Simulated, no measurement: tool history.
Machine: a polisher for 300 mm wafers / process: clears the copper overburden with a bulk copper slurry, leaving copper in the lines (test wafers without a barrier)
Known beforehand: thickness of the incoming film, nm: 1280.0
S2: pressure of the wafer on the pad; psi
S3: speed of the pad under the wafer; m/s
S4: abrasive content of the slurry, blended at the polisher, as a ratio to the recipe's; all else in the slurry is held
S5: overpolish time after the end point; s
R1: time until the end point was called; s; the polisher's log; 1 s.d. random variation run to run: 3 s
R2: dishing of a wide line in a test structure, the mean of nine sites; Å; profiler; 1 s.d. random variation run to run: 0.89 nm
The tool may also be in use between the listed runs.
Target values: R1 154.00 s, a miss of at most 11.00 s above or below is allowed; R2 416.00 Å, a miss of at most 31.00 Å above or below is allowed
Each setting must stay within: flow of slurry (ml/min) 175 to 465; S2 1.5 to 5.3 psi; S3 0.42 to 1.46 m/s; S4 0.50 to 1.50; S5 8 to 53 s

run 1 day=0.000 | flow_of_slurry_(ml/min)=295 S2=3.4 S3=0.94 S4=1.00 S5=27 | R1=111.62 R2=975.06
run 2 day=0.092 | flow_of_slurry_(ml/min)=295 S2=3.2 S3=0.96 S4=1.00 S5=25 | R1=114.82 R2=934.71
run 3 day=0.462 | flow_of_slurry_(ml/min)=350 S2=3.2 S3=0.96 S4=1.00 S5=25 | R1=112.19 R2=941.70
run 4 day=0.588 | flow_of_slurry_(ml/min)=340 S2=3.0 S3=0.98 S4=1.00 S5=23 | R1=118.49 R2=897.77
run 5 day=0.758 | flow_of_slurry_(ml/min)=340 S2=3.0 S3=0.98 S4=1.00 S5=27 | R1=117.53 R2=898.00
run 6 day=1.121 | flow_of_slurry_(ml/min)=340 S2=3.0 S3=0.86 S4=1.00 S5=27 | R1=131.44 R2=924.23
run 7 day=1.208 | flow_of_slurry_(ml/min)=320 S2=2.8 S3=0.92 S4=0.95 S5=25 | R1=134.39 R2=869.92
run 8 day=1.504 | flow_of_slurry_(ml/min)=320 S2=2.8 S3=0.92 S4=0.95 S5=25 | R1=133.68 R2=861.11
run 9 day=1.617 | flow_of_slurry_(ml/min)=305 S2=2.7 S3=0.96 S4=0.90 S5=23 | R1=134.70 R2=826.59
run 10 day=1.658 | flow_of_slurry_(ml/min)=290 S2=2.6 S3=1.00 S4=0.85 S5=21 | R1=138.41 R2=777.87
run 11 day=1.746 | flow_of_slurry_(ml/min)=275 S2=2.5 S3=1.04 S4=0.80 S5=20 | R1=142.02 R2=788.76

Which one of the following 4 next-run settings gets every result inside its allowed miss? There is exactly one.
run A day=1.833 | flow_of_slurry_(ml/min)=425 S2=1.5 S3=1.46 S4=1.15 S5=8 | R1=? R2=?
run B day=1.833 | flow_of_slurry_(ml/min)=205 S2=3.2 S3=0.90 S4=0.85 S5=42 | R1=? R2=?
run C day=1.833 | flow_of_slurry_(ml/min)=290 S2=3.4 S3=0.78 S4=0.90 S5=9 | R1=? R2=?
run D day=1.833 | flow_of_slurry_(ml/min)=225 S2=3.5 S3=0.84 S4=0.70 S5=36 | R1=? R2=?

move=A R1=148.09 R2=404.32
move=B R1=127.97 R2=1003.20
move=C R1=128.98 R2=527.27
move=D R1=128.21 R2=1001.20
A: hits every target within its allowed miss
B: the biggest miss grows against the last run
C: gains on the last run, yet a result remains outside its allowed miss
D: the biggest miss grows against the last run
The right move is A.
